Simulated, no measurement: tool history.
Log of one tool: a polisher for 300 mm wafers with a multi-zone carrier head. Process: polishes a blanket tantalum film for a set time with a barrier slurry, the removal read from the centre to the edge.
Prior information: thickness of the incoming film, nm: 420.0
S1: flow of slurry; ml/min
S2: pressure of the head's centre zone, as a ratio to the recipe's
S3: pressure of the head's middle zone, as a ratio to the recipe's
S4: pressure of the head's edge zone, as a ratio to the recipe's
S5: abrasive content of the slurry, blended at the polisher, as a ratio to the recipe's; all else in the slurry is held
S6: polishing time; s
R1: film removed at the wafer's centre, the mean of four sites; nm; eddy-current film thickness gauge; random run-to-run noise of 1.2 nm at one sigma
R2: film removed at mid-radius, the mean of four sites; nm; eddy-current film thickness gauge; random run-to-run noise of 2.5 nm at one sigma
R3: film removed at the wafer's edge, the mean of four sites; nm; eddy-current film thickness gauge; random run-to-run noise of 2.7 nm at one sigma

run 1 hour=0.0 | S1=235 S2=1.00 S3=1.00 S4=1.00 S5=1.00 S6=77 | R1=134.50 R2=132.67 R3=136.58
run 2 hour=5.7 | S1=235 S2=1.00 S3=1.02 S4=1.03 S5=1.10 S6=79 | R1=141.34 R2=146.45 R3=144.90
run 3 hour=13.4 | S1=235 S2=1.00 S3=1.02 S4=1.05 S5=1.15 S6=81 | R1=148.47 R2=150.19 R3=150.13
run 4 hour=17.9 | S1=235 S2=1.00 S3=1.02 S4=1.13 S5=1.15 S6=81 | R1=149.03 R2=148.86 R3=155.98
run 5 hour=26.7 | S1=235 S2=0.99 S3=1.03 S4=1.14 S5=1.20 S6=83 | R1=153.34 R2=157.11 R3=163.81
run 6 hour=27.7 | S1=240 S2=0.99 S3=1.04 S4=1.15 S5=1.25 S6=85 | R1=158.51 R2=168.75 R3=174.03
-- hour=29.9 slurry nozzle cleaned
run 7 hour=29.9 | S1=250 S2=1.00 S3=1.05 S4=1.16 S5=1.30 S6=85 | R1=172.15 R2=181.13 R3=182.03
run 8 hour=34.6 | S1=295 S2=0.95 S3=1.05 S4=1.19 S5=1.45 S6=88 | R1=178.38 R2=191.73 R3=192.09
run 9 hour=35.9 | S1=285 S2=0.96 S3=1.05 S4=1.19 S5=1.45 S6=89 | R1=182.02 R2=190.15 R3=201.61
run 10 hour=38.1 | S1=285 S2=0.96 S3=1.06 S4=1.19 S5=1.45 S6=89 | R1=184.00 R2=193.74 R3=196.43
run 11 hour=38.9 | S1=275 S2=0.96 S3=1.07 S4=1.19 S5=1.45 S6=90 | R1=185.05 R2=199.18 R3=199.71

Expected results for the next run?
run 12 hour=40.7 | S1=270 S2=0.96 S3=1.07 S4=1.19 S5=1.45 S6=90 | R1=? R2=? R3=?

For run 12 the tool returned R1 183.68 nm, R2 199.53 nm, R3 205.53 nm.
